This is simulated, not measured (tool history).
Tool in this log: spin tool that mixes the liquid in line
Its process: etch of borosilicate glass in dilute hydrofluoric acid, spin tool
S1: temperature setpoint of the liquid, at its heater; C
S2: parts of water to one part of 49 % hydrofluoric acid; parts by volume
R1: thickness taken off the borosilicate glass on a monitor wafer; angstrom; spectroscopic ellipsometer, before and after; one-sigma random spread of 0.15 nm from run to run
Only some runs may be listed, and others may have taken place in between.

Run 1, hour 0: S1 20 C, S2 160 parts by volume, time under the liquid (s) 105. Result: R1 100.66 angstrom.
Run 2, hour 0.5: S1 20 C, S2 210 parts by volume, time under the liquid (s) 105. Result: R1 74.566 angstrom.
Run 3, hour 1.8: S1 21 C, S2 195 parts by volume, time under the liquid (s) 105. Result: R1 85.276 angstrom.
Run 4, hour 6: S1 21 C, S2 195 parts by volume, time under the liquid (s) 105. Result: R1 84.286 angstrom.
Run 5, hour 6.7: S1 21 C, S2 155 parts by volume, time under the liquid (s) 105. Result: R1 110.79 angstrom.
Run 6, hour 10.5: S1 22 C, S2 150 parts by volume, time under the liquid (s) 105. Result: R1 119.79 angstrom.
Run 7, hour 19.3: S1 22.5 C, S2 145 parts by volume, time under the liquid (s) 105. Result: R1 126.79 angstrom.
Run 8, hour 19.8: S1 26.5 C, S2 95 parts by volume, time under the liquid (s) 105. Result: R1 241.73 angstrom.
Run 9, hour 25.4: S1 25.5 C, S2 95 parts by volume, time under the liquid (s) 105. Result: R1 229.88 angstrom.

For run 10, what comes out?
Run 10, hour 27.3: S1 25 C, S2 95 parts by volume, time under the liquid (s) 105. Result: R1 ?.

Run 10 yielded R1 225.38 angstrom.
